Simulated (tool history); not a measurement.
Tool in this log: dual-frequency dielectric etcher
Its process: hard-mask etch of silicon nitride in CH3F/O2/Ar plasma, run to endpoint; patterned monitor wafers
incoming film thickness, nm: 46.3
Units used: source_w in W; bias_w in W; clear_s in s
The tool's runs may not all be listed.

{"run": 1, "hour": 0.0, "source_w": 510, "bias_w": 93, "clear_s": 54.647}
{"run": 2, "hour": 5.4, "source_w": 550, "bias_w": 93, "clear_s": 53.208}
{"run": 3, "hour": 14.0, "source_w": 520, "bias_w": 93, "clear_s": 54.028}
{"run": 4, "hour": 17.1, "source_w": 520, "bias_w": 103, "clear_s": 52.518}
{"run": 5, "hour": 22.2, "source_w": 590, "bias_w": 103, "clear_s": 50.556}
{"run": 6, "hour": 28.7, "source_w": 510, "bias_w": 103, "clear_s": 52.993}
{"run": 7, "hour": 35.3, "source_w": 480, "bias_w": 98, "clear_s": 54.877}

Expected results for the next run?
{"run": 8, "hour": 41.7, "source_w": 480, "bias_w": 98, "clear_s": "?"}

Run 8 came out at clear_s 54.667 s.
